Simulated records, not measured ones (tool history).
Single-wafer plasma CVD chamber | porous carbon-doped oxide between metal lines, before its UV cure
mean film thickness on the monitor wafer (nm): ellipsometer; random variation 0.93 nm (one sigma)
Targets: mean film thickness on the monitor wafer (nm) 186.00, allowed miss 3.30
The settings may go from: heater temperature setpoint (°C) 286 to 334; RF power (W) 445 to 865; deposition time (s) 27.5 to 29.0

run,hour,heater temperature setpoint (°C),RF power (W),deposition time (s),mean film thickness on the monitor wafer (nm)
1,0.0,310,655,29.0,171.81
2,3.7,310,715,29.0,178.78
3,9.9,310,675,29.0,173.90
4,12.6,307,680,29.0,178.61
5,17.3,307,650,29.0,174.67
6,20.1,305,655,29.0,175.21
7,26.8,302,660,29.0,180.34
8,31.0,301,660,29.0,180.76
9,33.0,300,660,29.0,181.57
10,40.3,299,660,29.0,180.34

4 next moves are on the table. One of them brings every result within its allowed miss. Which?
A,47.6,294,570,28.7,?
B,47.6,321,800,28.3,?
C,47.6,294,595,27.9,?
D,47.6,300,710,28.7,?

move,mean film thickness on the monitor wafer (nm)
A,172.15
B,177.14
C,171.09
D,186.42
A: further off than the last run
B: further off than the last run
C: further off than the last run
D: meets every target
Move D is the one to make.
